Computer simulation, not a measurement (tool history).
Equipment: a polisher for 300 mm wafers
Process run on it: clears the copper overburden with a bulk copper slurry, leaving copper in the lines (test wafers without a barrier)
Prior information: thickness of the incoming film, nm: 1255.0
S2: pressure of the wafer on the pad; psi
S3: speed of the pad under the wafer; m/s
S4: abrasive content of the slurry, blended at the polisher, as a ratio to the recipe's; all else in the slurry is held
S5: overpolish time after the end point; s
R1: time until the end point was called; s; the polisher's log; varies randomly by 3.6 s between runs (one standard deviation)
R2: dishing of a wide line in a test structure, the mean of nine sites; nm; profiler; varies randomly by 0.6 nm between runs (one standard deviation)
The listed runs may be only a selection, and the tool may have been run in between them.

run 1 hour=0.0 | flow_of_slurry_(ml/min)=155 S2=2.0 S3=1.20 S4=1.0 S5=22 | R1=196.17 R2=48.628
run 2 hour=1.6 | flow_of_slurry_(ml/min)=155 S2=2.0 S3=1.20 S4=1.0 S5=30 | R1=197.80 R2=52.286
run 3 hour=8.3 | flow_of_slurry_(ml/min)=155 S2=1.8 S3=1.18 S4=1.0 S5=26 | R1=222.17 R2=49.770
run 4 hour=14.8 | flow_of_slurry_(ml/min)=155 S2=1.8 S3=0.90 S4=1.0 S5=26 | R1=275.34 R2=45.254
run 5 hour=18.2 | flow_of_slurry_(ml/min)=155 S2=1.6 S3=0.90 S4=1.0 S5=26 | R1=314.38 R2=43.333
run 6 hour=23.3 | flow_of_slurry_(ml/min)=155 S2=1.4 S3=0.90 S4=1.0 S5=26 | R1=355.83 R2=39.378
run 7 hour=25.4 | flow_of_slurry_(ml/min)=155 S2=1.4 S3=0.90 S4=1.0 S5=23 | R1=348.39 R2=37.743

Forecast run 8:
run 8 hour=31.6 | flow_of_slurry_(ml/min)=155 S2=1.4 S3=0.90 S4=1.0 S5=22 | R1=? R2=?

Run 8 measured R1 354.71 s, R2 38.037 nm.
